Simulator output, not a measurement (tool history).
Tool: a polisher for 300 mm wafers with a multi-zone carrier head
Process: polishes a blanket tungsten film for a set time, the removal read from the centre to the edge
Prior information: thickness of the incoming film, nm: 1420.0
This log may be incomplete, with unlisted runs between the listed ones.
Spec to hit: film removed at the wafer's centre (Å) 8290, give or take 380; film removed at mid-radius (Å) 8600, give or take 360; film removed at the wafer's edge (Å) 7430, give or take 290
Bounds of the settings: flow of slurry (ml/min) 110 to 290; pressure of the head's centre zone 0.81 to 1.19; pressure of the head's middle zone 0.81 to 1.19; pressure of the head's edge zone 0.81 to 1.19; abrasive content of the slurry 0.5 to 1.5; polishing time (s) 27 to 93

run,day,flow of slurry (ml/min),pressure of the head's centre zone,pressure of the head's middle zone,pressure of the head's edge zone,abrasive content of the slurry,polishing time (s),film removed at the wafer's centre (Å),film removed at mid-radius (Å),film removed at the wafer's edge (Å)
1,0,185,1,1,1,1,59,5847.1,5822.8,5520.2
2,0.354,195,1.02,1.04,1.02,1.15,61,6463.7,6510.9,5971.2
3,0.7,235,1.02,1.04,1.02,1.15,61,6693.6,6506.6,6213.6
4,0.958,230,1.03,1.07,1.03,1.25,63,6995.4,7025.4,6470
5,1.083,230,1.04,1.09,1.04,1.3,65,7461,7341.3,6775.3
6,1.454,230,1.04,1.11,1.04,1.35,66,7443.2,7700.3,6897.8
7,1.738,235,1.05,1.13,1.04,1.4,67,7818.2,7991.6,7033.3
8,1.929,240,1.05,1.14,1.05,1.45,67,7863.9,8340.3,7335.9

Of the 4 settings listed for the next run, only one would bring every result within its allowed miss of target. Which one?
A,2.121,275,1.02,1.12,1,1.5,70,?,?,?
B,2.121,200,0.96,1.19,1.1,1.5,68,?,?,?
C,2.121,220,0.96,1.19,1.03,1.5,69,?,?,?
D,2.121,155,1.05,1.13,1.05,1.45,69,?,?,?

move,film removed at the wafer's centre (Å),film removed at mid-radius (Å),film removed at the wafer's edge (Å)
A,8307.6,8677,7560.8
B,7319.6,8427.4,7443.4
C,7542.4,8671.4,7395.8
D,7564.9,7824.3,7090.1
A: hits every target within its allowed miss
B: its largest miss is bigger than the last run's
C: its largest miss is bigger than the last run's
D: its largest miss is bigger than the last run's
A meets every target.

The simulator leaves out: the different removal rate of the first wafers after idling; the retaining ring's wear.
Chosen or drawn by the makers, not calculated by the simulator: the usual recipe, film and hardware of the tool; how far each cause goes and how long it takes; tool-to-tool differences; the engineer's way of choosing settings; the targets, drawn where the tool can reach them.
